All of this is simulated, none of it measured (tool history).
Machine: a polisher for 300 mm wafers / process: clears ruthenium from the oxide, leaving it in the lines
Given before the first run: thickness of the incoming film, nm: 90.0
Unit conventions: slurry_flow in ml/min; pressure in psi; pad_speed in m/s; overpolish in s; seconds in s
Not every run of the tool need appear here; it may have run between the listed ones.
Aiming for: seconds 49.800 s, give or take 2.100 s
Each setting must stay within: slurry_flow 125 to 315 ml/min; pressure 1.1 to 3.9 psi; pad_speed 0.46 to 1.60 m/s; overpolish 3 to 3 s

run	hour	slurry_flow	pressure	pad_speed	overpolish	seconds
1	0.0	205	2.5	1.02	3	60.965
2	2.1	170	2.5	1.02	3	63.099
3	8.1	175	2.6	1.02	3	60.073
4	10.3	135	2.6	1.02	3	62.734
5	16.5	140	2.7	1.02	3	59.624
6	18.6	145	2.8	1.02	3	58.494
7	25.7	150	2.9	1.02	3	55.648
8	30.2	155	2.9	1.02	3	54.086
9	39.0	160	2.9	1.02	3	55.048

Next run, 5 choices. One meets every target within its allowed miss, the rest don't. Which?
A	47.8	130	2.9	1.36	3	?
B	47.8	155	3.4	1.08	3	?
C	47.8	165	3.3	1.08	3	?
D	47.8	125	2.7	1.14	3	?
E	47.8	150	3.1	1.06	3	?

move	seconds
A	45.178
B	44.799
C	45.650
D	56.061
E	50.011
A: moves the result that the last run missed by most past its target, out the other side
B: moves the result that the last run missed by most past its target, out the other side
C: moves the result that the last run missed by most past its target, out the other side
D: its largest miss is bigger than the last run's
E: each result inside its tolerance
The move that meets every target is E.
